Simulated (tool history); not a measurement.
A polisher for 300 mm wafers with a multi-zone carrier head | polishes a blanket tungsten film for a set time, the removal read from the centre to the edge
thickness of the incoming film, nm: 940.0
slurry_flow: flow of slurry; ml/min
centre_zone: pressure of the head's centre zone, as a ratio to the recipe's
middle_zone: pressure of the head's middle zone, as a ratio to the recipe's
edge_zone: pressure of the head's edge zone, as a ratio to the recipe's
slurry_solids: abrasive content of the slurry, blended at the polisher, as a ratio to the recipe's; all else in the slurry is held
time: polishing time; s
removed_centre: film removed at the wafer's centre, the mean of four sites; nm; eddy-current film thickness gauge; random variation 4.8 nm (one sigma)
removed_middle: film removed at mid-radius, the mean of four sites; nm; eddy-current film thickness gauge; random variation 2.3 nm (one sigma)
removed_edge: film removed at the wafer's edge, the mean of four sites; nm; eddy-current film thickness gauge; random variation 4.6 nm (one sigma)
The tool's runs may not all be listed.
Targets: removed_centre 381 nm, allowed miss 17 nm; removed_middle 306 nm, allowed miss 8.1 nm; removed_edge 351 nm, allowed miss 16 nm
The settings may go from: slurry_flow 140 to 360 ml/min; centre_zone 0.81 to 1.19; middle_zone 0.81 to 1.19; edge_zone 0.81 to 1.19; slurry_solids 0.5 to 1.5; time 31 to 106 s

run,hour,slurry_flow,centre_zone,middle_zone,edge_zone,slurry_solids,time,removed_centre,removed_middle,removed_edge
1,0,230,1,1,1,1,68,239.29,245.9,248.62
2,6.1,285,1,1,1,1,68,242.34,251.49,254.2
3,10.5,285,1,1,1,1.15,68,259.54,263.64,258.93
4,15.7,335,1,1,1,1.15,68,265.32,267.61,269.39
5,17.2,335,1,0.94,1,1.15,68,261.64,253.56,275.68
6,19.8,340,1.03,0.93,1.02,1.2,70,276.55,260.64,278.29
7,26.5,345,1.05,0.9,1.02,1.25,73,297.22,266.48,297.35
8,31.4,350,1.07,0.89,1.02,1.3,75,328.08,278.58,313.36
9,40,350,1.08,0.89,1.03,1.35,76,331.66,287.73,320.08
10,46.9,355,1.18,0.84,1.06,1.5,81,397.6,302.35,346.59
11,49.5,355,1.17,0.84,1.06,1.5,81,402.55,302.89,358.72
12,53.7,355,1.17,0.84,1.06,1.5,81,394.76,301.64,358.31

Which of these 5 next moves meets every target?
A,57.9,360,1.17,0.83,1.04,1.3,88,?,?,?
B,57.9,360,1.19,0.82,1.04,1.45,84,?,?,?
C,57.9,320,1.1,0.81,1.06,1.5,86,?,?,?
D,57.9,350,1.17,0.83,0.98,1.4,88,?,?,?
E,57.9,340,1.14,0.88,1.05,1.5,80,?,?,?

move,removed_centre,removed_middle,removed_edge
A,409.03,312.28,374.07
B,411.2,305.58,369.77
C,389.26,310.42,383.65
D,417.89,319.14,371.66
E,377.48,310.47,356.17
A: further off than the last run
B: further off than the last run
C: brings the result that was furthest off to its target, and leaves another outside
D: further off than the last run
E: meets every target
Answer: E
